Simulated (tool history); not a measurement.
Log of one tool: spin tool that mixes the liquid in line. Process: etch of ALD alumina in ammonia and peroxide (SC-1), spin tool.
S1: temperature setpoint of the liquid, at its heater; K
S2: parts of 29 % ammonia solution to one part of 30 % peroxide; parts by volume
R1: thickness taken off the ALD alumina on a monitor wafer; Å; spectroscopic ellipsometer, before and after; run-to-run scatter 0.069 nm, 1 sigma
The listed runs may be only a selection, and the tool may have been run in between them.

Run 1, hour 0.0: S1 335.15 K, S2 0.45 parts by volume, time under the liquid (s) 285. Result: R1 326.99 Å.
Run 2, hour 8.2: S1 332.65 K, S2 0.45 parts by volume, time under the liquid (s) 285. Result: R1 289.01 Å.
Run 3, hour 16.2: S1 331.15 K, S2 0.45 parts by volume, time under the liquid (s) 285. Result: R1 266.20 Å.
Run 4, hour 20.5: S1 335.15 K, S2 0.45 parts by volume, time under the liquid (s) 285. Result: R1 328.76 Å.
Run 5, hour 23.8: S1 335.15 K, S2 0.40 parts by volume, time under the liquid (s) 285. Result: R1 323.04 Å.
Run 6, hour 27.4: S1 335.15 K, S2 0.40 parts by volume, time under the liquid (s) 310. Result: R1 352.26 Å.
Run 7, hour 29.2: S1 332.15 K, S2 0.40 parts by volume, time under the liquid (s) 310. Result: R1 302.17 Å.
Run 8, hour 34.4: S1 330.65 K, S2 0.40 parts by volume, time under the liquid (s) 310. Result: R1 279.91 Å.

Run 9 comes next. What will it give?
Run 9, hour 39.5: S1 329.15 K, S2 0.40 parts by volume, time under the liquid (s) 310. Result: R1 ?.

R1: 258.81 Å
